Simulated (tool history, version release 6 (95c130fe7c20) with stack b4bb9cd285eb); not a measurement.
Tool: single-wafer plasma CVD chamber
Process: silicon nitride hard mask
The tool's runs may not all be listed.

run    day  heater temperature setpoint (deg C)  chamber pressure (Torr)  RF power (kW)  deposition time (s)  mean film thickness on the monitor wafer (angstrom)
  1  0.000                                  400                     1.65          0.300                 28.5                                               347.43
  2  0.262                                  400                     1.49          0.300                 28.5                                               338.92
  3  0.475                                  392                     1.49          0.300                 28.5                                               338.44
  4  0.542                                  392                     1.21          0.300                 28.5                                               319.89
  5  0.742                                  392                     1.21          0.300                 27.1                                               303.23
  6  0.912                                  392                     1.21          0.315                 27.1                                               312.55
  7  1.225                                  392                     1.54          0.365                 28.2                                               377.85
  8  1.304                                  392                     1.58          0.365                 28.2                                               382.57

The next listed run, before its measurement:
  9  1.592                                  392                     1.61          0.365                 28.2                                                    ?

mean film thickness on the monitor wafer (angstrom): 384.66

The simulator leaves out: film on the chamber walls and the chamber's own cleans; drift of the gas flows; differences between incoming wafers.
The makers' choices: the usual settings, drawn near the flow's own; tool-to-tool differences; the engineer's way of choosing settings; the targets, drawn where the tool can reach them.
